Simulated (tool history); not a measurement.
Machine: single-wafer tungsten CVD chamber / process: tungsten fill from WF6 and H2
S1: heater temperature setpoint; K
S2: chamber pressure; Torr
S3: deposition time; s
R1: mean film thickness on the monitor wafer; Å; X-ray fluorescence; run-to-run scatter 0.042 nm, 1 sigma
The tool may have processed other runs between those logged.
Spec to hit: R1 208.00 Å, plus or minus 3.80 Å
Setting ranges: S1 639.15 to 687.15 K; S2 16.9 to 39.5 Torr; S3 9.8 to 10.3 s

run	hour	S1	S2	S3	R1
1	0.0	663.15	28.2	10.3	263.81
2	5.4	661.15	28.2	10.3	254.66
3	10.9	661.15	32.4	10.3	280.36
4	12.8	661.15	32.4	9.8	266.90
5	16.3	659.15	32.4	9.8	258.43
6	23.9	657.15	32.4	9.8	248.32
7	26.1	656.15	32.4	9.8	244.42
8	30.4	655.15	32.4	9.8	239.92
9	36.9	646.15	32.2	9.8	203.75
10	37.6	646.15	32.2	9.8	203.49

Consider the 5 candidate settings below. Which is the only one whose results all fall within their allowed miss of target?
A	38.3	644.15	32.2	10.3	?
B	38.3	646.15	27.7	10.3	?
C	38.3	647.15	35.2	9.8	?
D	38.3	657.15	27.0	9.8	?
E	38.3	646.15	29.9	9.8	?

move	R1
A	205.72
B	192.21
C	219.08
D	218.40
E	193.04
A: hits every target within its allowed miss
B: moves away from the targets compared with the last run
C: takes the biggest miss from the last run beyond its target
D: takes the biggest miss from the last run beyond its target
E: moves away from the targets compared with the last run
Correct choice: A, which meets every target

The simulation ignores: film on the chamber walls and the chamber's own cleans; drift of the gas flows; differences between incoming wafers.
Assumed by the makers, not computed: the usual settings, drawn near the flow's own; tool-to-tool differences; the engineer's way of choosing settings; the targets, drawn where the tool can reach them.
